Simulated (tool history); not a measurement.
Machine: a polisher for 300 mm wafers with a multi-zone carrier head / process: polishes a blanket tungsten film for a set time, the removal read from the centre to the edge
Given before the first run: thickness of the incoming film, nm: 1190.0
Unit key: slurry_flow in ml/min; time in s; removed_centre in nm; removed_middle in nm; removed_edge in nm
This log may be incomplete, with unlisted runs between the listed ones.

Run 1, day 0: slurry_flow 215 ml/min, centre_zone 1, middle_zone 1, edge_zone 1, slurry_solids 1, time 30 s. Result: removed_centre 210.67 nm, removed_middle 207.98 nm, removed_edge 209.5 nm.
Run 2, day 0.038: slurry_flow 215 ml/min, centre_zone 0.99, middle_zone 1, edge_zone 0.96, slurry_solids 0.85, time 29 s. Result: removed_centre 194.55 nm, removed_middle 190.88 nm, removed_edge 194.65 nm.
Run 3, day 0.3: slurry_flow 215 ml/min, centre_zone 0.99, middle_zone 1, edge_zone 0.96, slurry_solids 0.7, time 29 s. Result: removed_centre 189.11 nm, removed_middle 184.75 nm, removed_edge 187.13 nm.
Run 4, day 0.383: slurry_flow 215 ml/min, centre_zone 0.99, middle_zone 1, edge_zone 0.96, slurry_solids 0.9, time 29 s. Result: removed_centre 196.36 nm, removed_middle 193.52 nm, removed_edge 197.56 nm.
Run 5, day 0.721: slurry_flow 215 ml/min, centre_zone 1, middle_zone 1.02, edge_zone 0.95, slurry_solids 0.8, time 27 s. Result: removed_centre 182.71 nm, removed_middle 183.08 nm, removed_edge 175.73 nm.
Run 6, day 0.821: slurry_flow 210 ml/min, centre_zone 0.99, middle_zone 1.02, edge_zone 0.93, slurry_solids 0.7, time 27 s. Result: removed_centre 177.05 nm, removed_middle 174.25 nm, removed_edge 171.1 nm.
Run 7, day 1.146: slurry_flow 205 ml/min, centre_zone 0.98, middle_zone 1.03, edge_zone 0.91, slurry_solids 0.65, time 27 s. Result: removed_centre 173.51 nm, removed_middle 171.84 nm, removed_edge 169.83 nm.
Run 8, day 1.333: slurry_flow 205 ml/min, centre_zone 0.98, middle_zone 1.04, edge_zone 0.9, slurry_solids 0.6, time 26 s. Result: removed_centre 164.95 nm, removed_middle 171.35 nm, removed_edge 159.52 nm.
Run 9, day 1.571: slurry_flow 200 ml/min, centre_zone 0.98, middle_zone 1.03, edge_zone 0.89, slurry_solids 0.55, time 26 s. Result: removed_centre 157.59 nm, removed_middle 165.51 nm, removed_edge 152.72 nm.
Run 10, day 1.858: slurry_flow 195 ml/min, centre_zone 0.99, middle_zone 1.02, edge_zone 0.89, slurry_solids 0.55, time 26 s. Result: removed_centre 159.5 nm, removed_middle 159.86 nm, removed_edge 155.03 nm.
Run 11, day 2.021: slurry_flow 195 ml/min, centre_zone 0.99, middle_zone 1.02, edge_zone 0.89, slurry_solids 0.55, time 26 s. Result: removed_centre 160.7 nm, removed_middle 158.25 nm, removed_edge 155.95 nm.

Run 12 is up next; what results do you expect?
Run 12, day 2.342: slurry_flow 195 ml/min, centre_zone 0.99, middle_zone 1.02, edge_zone 0.88, slurry_solids 0.55, time 26 s. Result: removed_centre ?, removed_middle ?, removed_edge ?.

Run 12 came out at removed_centre 160.08 nm, removed_middle 161.34 nm, removed_edge 154.28 nm.

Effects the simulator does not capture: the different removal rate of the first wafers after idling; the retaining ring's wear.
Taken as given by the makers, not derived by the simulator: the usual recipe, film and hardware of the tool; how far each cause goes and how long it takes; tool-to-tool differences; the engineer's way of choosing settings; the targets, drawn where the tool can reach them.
